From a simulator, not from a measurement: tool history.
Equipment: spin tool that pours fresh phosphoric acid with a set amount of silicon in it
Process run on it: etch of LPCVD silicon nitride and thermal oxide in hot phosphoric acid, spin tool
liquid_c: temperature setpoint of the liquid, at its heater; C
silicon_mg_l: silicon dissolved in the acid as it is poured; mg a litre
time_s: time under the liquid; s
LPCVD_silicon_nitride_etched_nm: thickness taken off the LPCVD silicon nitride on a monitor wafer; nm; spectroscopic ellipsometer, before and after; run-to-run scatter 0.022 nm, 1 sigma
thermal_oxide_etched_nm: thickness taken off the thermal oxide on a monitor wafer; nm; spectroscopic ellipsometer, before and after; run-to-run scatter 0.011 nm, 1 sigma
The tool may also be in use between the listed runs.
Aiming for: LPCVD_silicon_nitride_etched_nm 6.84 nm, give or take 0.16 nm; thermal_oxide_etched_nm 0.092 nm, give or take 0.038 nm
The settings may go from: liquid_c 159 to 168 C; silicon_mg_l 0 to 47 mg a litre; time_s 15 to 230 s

run	day	liquid_c	silicon_mg_l	time_s	LPCVD_silicon_nitride_etched_nm	thermal_oxide_etched_nm
1	0	164	20.5	120	10.456	0.24533
2	0.375	162.5	20.5	120	9.9549	0.27047
3	0.562	162.5	23	115	9.5413	0.20978
4	0.867	161.5	23	115	9.2091	0.19605
5	1.138	161.5	24	110	8.8316	0.19084
6	1.262	161.5	17	110	8.8498	0.22043
7	1.45	161.5	19	110	8.8149	0.19714
8	1.504	161.5	20.5	110	8.824	0.22607
9	1.721	161.5	23	110	8.8031	0.16419
10	1.862	160.5	24	95	7.3654	0.15096
11	2.208	160.5	25.5	95	7.3511	0.12351
12	2.333	160.5	26	95	7.3462	0.16071
13	2.392	160.5	28	95	7.3983	0.13211
14	2.496	160.5	28	95	7.3082	0.10912
15	2.742	160	28.5	95	7.2104	0.11107
16	3.012	159	34	90	6.6321	0.08267

Exercise: of the 4 proposed moves below, exactly one satisfies all targets within the stated allowed misses. Which move is it?
A	3.283	159	46.5	100	?	?
B	3.283	160	0	90	?	?
C	3.283	160	33.5	90	?	?
D	3.283	159	33.5	100	?	?

move	LPCVD_silicon_nitride_etched_nm	thermal_oxide_etched_nm
A	7.3122	0.052937
B	6.8063	0.27008
C	6.8063	0.10558
D	7.3122	0.10891
A: the result that was furthest off in the last run now lies on the other side of its target
B: the worst result of the last run now meets its target, but another is out of spec
C: in spec on every target
D: the result that was furthest off in the last run now lies on the other side of its target
C is the move that brings every result within its allowed miss.

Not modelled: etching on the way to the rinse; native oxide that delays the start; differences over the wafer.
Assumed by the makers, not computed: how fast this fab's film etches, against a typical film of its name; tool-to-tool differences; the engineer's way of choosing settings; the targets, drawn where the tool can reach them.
